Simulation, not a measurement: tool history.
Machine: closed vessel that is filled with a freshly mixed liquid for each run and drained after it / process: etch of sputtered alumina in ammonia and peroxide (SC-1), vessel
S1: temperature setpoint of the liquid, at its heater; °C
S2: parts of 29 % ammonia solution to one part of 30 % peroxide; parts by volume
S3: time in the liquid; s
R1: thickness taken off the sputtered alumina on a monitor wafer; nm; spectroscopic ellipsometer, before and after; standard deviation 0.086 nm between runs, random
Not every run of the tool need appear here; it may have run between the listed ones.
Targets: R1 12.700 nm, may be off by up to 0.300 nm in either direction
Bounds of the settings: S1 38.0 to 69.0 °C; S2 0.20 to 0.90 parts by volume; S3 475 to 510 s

run,day,S1,S2,S3,R1
1,0.000,53.0,0.50,475,20.265
2,0.254,53.0,0.50,475,20.563
3,0.317,53.0,0.40,475,20.227
4,0.562,50.0,0.40,475,17.070
5,0.654,50.0,0.40,475,17.020
6,0.746,48.0,0.40,475,15.454
7,0.904,46.5,0.40,475,14.141
8,1.279,44.0,0.40,475,12.326

Of the 4 settings listed for the next run, only one would bring every result within its allowed miss of target. Which one?
A,1.654,44.0,0.40,490,?
B,1.654,44.0,0.35,480,?
C,1.654,43.0,0.40,500,?
D,1.654,42.5,0.50,500,?

move,R1
A,12.655
B,12.239
C,12.190
D,12.098
A: every result within its allowed miss
B: its largest miss is bigger than the last run's
C: its largest miss is bigger than the last run's
D: its largest miss is bigger than the last run's
Go with A: it meets all targets.

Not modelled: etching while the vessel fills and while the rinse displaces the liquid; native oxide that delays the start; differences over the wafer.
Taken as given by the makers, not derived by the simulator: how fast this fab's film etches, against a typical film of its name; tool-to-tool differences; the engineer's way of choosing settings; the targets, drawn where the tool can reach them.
